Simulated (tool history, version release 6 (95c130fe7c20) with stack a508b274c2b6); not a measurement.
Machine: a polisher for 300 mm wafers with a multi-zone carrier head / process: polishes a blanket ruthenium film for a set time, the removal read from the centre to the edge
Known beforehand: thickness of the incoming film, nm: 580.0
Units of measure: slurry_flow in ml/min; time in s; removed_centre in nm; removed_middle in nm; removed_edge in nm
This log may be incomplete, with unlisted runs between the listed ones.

Run 1, hour 0.0: slurry_flow 320 ml/min, centre_zone 1.00, middle_zone 1.00, edge_zone 1.00, time 75 s. Result: removed_centre 102.86 nm, removed_middle 101.30 nm, removed_edge 105.72 nm.
Run 2, hour 5.1: slurry_flow 325 ml/min, centre_zone 0.97, middle_zone 1.03, edge_zone 1.05, time 77 s. Result: removed_centre 101.80 nm, removed_middle 105.49 nm, removed_edge 110.71 nm.
Run 3, hour 13.0: slurry_flow 330 ml/min, centre_zone 0.95, middle_zone 1.06, edge_zone 1.08, time 79 s. Result: removed_centre 102.54 nm, removed_middle 111.99 nm, removed_edge 118.82 nm.
Run 4, hour 20.7: slurry_flow 330 ml/min, centre_zone 0.95, middle_zone 1.06, edge_zone 1.08, time 86 s. Result: removed_centre 111.74 nm, removed_middle 121.61 nm, removed_edge 128.67 nm.
Run 5, hour 24.2: slurry_flow 330 ml/min, centre_zone 0.95, middle_zone 1.06, edge_zone 1.00, time 86 s. Result: removed_centre 110.42 nm, removed_middle 123.13 nm, removed_edge 121.89 nm.
Run 6, hour 25.3: slurry_flow 280 ml/min, centre_zone 0.95, middle_zone 1.06, edge_zone 1.00, time 86 s. Result: removed_centre 110.38 nm, removed_middle 118.49 nm, removed_edge 121.84 nm.
Run 7, hour 34.1: slurry_flow 285 ml/min, centre_zone 0.93, middle_zone 1.07, edge_zone 1.01, time 86 s. Result: removed_centre 108.00 nm, removed_middle 121.34 nm, removed_edge 119.12 nm.

Expected results for the next run?
Run 8, hour 38.5: slurry_flow 295 ml/min, centre_zone 0.91, middle_zone 1.07, edge_zone 1.04, time 86 s. Result: removed_centre ?, removed_middle ?, removed_edge ?.

{"run 8": {"removed_centre": 104.56, "removed_middle": 119.06, "removed_edge": 121.23}}

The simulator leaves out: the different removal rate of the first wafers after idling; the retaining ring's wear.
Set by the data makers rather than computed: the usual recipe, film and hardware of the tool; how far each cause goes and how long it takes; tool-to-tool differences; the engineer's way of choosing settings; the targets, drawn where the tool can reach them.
